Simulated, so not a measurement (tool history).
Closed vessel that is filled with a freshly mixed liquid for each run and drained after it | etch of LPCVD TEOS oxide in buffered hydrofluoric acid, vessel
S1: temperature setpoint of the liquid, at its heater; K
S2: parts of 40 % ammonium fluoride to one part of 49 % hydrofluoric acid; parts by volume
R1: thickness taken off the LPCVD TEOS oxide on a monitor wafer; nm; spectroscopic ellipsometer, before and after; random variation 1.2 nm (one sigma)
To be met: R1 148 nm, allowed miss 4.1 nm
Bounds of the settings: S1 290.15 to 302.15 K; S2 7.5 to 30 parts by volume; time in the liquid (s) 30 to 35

run 1 hour=0 | S1=294.15 S2=21 time_in_the_liquid_(s)=35 | R1=75.992
run 2 hour=4.5 | S1=294.15 S2=21 time_in_the_liquid_(s)=35 | R1=75.941
run 3 hour=8.9 | S1=297.15 S2=21 time_in_the_liquid_(s)=35 | R1=88.796
run 4 hour=11.1 | S1=298.15 S2=20 time_in_the_liquid_(s)=35 | R1=98.582
run 5 hour=16.3 | S1=296.15 S2=20 time_in_the_liquid_(s)=35 | R1=89.38
run 6 hour=20.6 | S1=297.15 S2=19.5 time_in_the_liquid_(s)=35 | R1=95.981
run 7 hour=26.7 | S1=301.15 S2=14 time_in_the_liquid_(s)=35 | R1=166.2
run 8 hour=33.3 | S1=300.65 S2=14 time_in_the_liquid_(s)=35 | R1=160.82

Which of these 5 next moves meets every target?
run A hour=39.9 | S1=299.15 S2=11.5 time_in_the_liquid_(s)=35 | R1=?
run B hour=39.9 | S1=298.15 S2=12 time_in_the_liquid_(s)=30 | R1=?
run C hour=39.9 | S1=301.65 S2=11 time_in_the_liquid_(s)=30 | R1=?
run D hour=39.9 | S1=299.15 S2=13 time_in_the_liquid_(s)=35 | R1=?
run E hour=39.9 | S1=297.65 S2=11 time_in_the_liquid_(s)=30 | R1=?

move=A R1=181.49
move=B R1=141.38
move=C R1=185.65
move=D R1=160.99
move=E R1=149.79
A: further off than the last run
B: takes the result that was furthest off past its target
C: further off than the last run
D: as far off as the last run
E: meets every target
Answer: E
